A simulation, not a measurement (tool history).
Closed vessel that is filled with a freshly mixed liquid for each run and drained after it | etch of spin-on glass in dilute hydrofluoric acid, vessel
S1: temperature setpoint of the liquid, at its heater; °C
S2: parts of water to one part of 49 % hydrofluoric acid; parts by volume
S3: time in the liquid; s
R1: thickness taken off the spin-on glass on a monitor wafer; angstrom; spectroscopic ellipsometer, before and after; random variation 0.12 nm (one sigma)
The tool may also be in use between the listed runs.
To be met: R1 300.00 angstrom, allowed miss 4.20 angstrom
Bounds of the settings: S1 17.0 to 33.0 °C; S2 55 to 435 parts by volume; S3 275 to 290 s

run  hour    S1   S2   S3      R1
  1   0.0  25.0  245  275  359.61
  2   5.2  24.0  245  275  344.65
  3  10.0  21.5  245  275  314.66
  4  18.2  21.0  245  275  308.68
  5  25.3  21.0  245  275  309.84
  6  32.4  18.5  245  275  281.47
  7  41.1  19.0  245  275  286.09
  8  42.6  19.5  245  275  292.57

Which of these 5 next moves meets every target?
  A  44.1  25.5  290  290   ?
  B  44.1  20.0  235  275   ?
  C  44.1  17.5  220  280   ?
  D  44.1  21.0  250  285   ?
  E  44.1  23.5  270  275   ?

move      R1
   A  310.77
   B  312.93
   C  312.82
   D  312.42
   E  300.48
A: takes the result that was furthest off past its target
B: takes the result that was furthest off past its target
C: takes the result that was furthest off past its target
D: takes the result that was furthest off past its target
E: meets every target
Answer: E

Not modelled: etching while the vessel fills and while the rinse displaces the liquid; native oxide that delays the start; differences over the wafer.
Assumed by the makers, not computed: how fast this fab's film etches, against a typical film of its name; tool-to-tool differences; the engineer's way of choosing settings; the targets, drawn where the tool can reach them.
